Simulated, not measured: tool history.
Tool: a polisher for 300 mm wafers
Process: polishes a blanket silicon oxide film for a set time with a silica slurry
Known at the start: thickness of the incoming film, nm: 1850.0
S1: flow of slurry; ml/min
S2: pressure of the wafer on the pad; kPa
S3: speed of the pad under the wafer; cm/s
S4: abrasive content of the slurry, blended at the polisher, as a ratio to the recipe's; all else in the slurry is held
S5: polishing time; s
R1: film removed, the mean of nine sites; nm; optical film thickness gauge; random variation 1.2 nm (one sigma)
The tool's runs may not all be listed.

{"run": 1, "hour": 0.0, "S1": 125, "S2": 32.4, "S3": 112, "S4": 1.0, "S5": 64, "R1": 225.04}
{"run": 2, "hour": 1.7, "S1": 125, "S2": 32.4, "S3": 134, "S4": 1.0, "S5": 64, "R1": 258.75}
{"run": 3, "hour": 5.8, "S1": 150, "S2": 32.4, "S3": 134, "S4": 1.0, "S5": 64, "R1": 265.08}
{"run": 4, "hour": 12.3, "S1": 140, "S2": 30.3, "S3": 134, "S4": 1.0, "S5": 64, "R1": 249.57}
{"run": 5, "hour": 20.3, "S1": 140, "S2": 30.3, "S3": 110, "S4": 1.0, "S5": 64, "R1": 213.72}
{"run": 6, "hour": 24.0, "S1": 140, "S2": 30.3, "S3": 110, "S4": 1.15, "S5": 64, "R1": 231.39}

Run 7 comes next. What will it give?
{"run": 7, "hour": 25.2, "S1": 130, "S2": 29.6, "S3": 110, "S4": 1.15, "S5": 64, "R1": "?"}

R1: 223.61 nm
